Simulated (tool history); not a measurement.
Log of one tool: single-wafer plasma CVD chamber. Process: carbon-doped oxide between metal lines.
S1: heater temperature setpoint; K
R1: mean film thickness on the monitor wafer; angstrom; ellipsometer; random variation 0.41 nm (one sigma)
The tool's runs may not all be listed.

run 1 hour=0.0 | S1=603.15 chamber_pressure_(mTorr)=5020 RF_power_(kW)=0.495 deposition_time_(s)=25.8 | R1=1461.3
run 2 hour=0.8 | S1=603.15 chamber_pressure_(mTorr)=4690 RF_power_(kW)=0.495 deposition_time_(s)=25.8 | R1=1445.4
run 3 hour=8.7 | S1=605.15 chamber_pressure_(mTorr)=4510 RF_power_(kW)=0.490 deposition_time_(s)=25.8 | R1=1410.2
run 4 hour=17.4 | S1=605.15 chamber_pressure_(mTorr)=4510 RF_power_(kW)=0.490 deposition_time_(s)=26.7 | R1=1471.7
run 5 hour=25.1 | S1=608.15 chamber_pressure_(mTorr)=4310 RF_power_(kW)=0.485 deposition_time_(s)=26.7 | R1=1428.8
run 6 hour=26.2 | S1=608.15 chamber_pressure_(mTorr)=4310 RF_power_(kW)=0.485 deposition_time_(s)=26.7 | R1=1436.0
run 7 hour=34.8 | S1=610.15 chamber_pressure_(mTorr)=4150 RF_power_(kW)=0.480 deposition_time_(s)=26.7 | R1=1401.3
run 8 hour=39.1 | S1=612.15 chamber_pressure_(mTorr)=4050 RF_power_(kW)=0.480 deposition_time_(s)=26.7 | R1=1390.0
run 9 hour=46.1 | S1=613.15 chamber_pressure_(mTorr)=3960 RF_power_(kW)=0.480 deposition_time_(s)=26.7 | R1=1380.9

Forecast run 10:
run 10 hour=47.9 | S1=614.15 chamber_pressure_(mTorr)=3880 RF_power_(kW)=0.480 deposition_time_(s)=26.7 | R1=?

R1: 1375.8 angstrom
